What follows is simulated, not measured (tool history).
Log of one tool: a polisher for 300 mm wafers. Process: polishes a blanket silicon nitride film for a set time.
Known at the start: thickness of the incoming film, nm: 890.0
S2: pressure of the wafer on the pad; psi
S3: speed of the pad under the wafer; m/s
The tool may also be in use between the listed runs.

{"run": 1, "hour": 0.0, "flow of slurry (ml/min)": 175, "S2": 3.0, "S3": 1.22, "polishing time (s)": 70, "film removed (Å)": 1247.1}
{"run": 2, "hour": 3.8, "flow of slurry (ml/min)": 175, "S2": 3.0, "S3": 1.04, "polishing time (s)": 70, "film removed (Å)": 1112.6}
{"run": 3, "hour": 4.3, "flow of slurry (ml/min)": 175, "S2": 3.0, "S3": 0.74, "polishing time (s)": 70, "film removed (Å)": 852.62}
{"run": 4, "hour": 10.0, "flow of slurry (ml/min)": 145, "S2": 3.0, "S3": 0.74, "polishing time (s)": 70, "film removed (Å)": 838.04}
{"run": 5, "hour": 14.8, "flow of slurry (ml/min)": 145, "S2": 2.7, "S3": 0.74, "polishing time (s)": 70, "film removed (Å)": 757.08}
{"run": 6, "hour": 22.5, "flow of slurry (ml/min)": 145, "S2": 2.7, "S3": 0.54, "polishing time (s)": 70, "film removed (Å)": 607.12}

Forecast run 7:
{"run": 7, "hour": 23.3, "flow of slurry (ml/min)": 145, "S2": 2.6, "S3": 0.54, "polishing time (s)": 70, "film removed (Å)": "?"}

{"run 7": {"film removed (Å)": 576.85}}
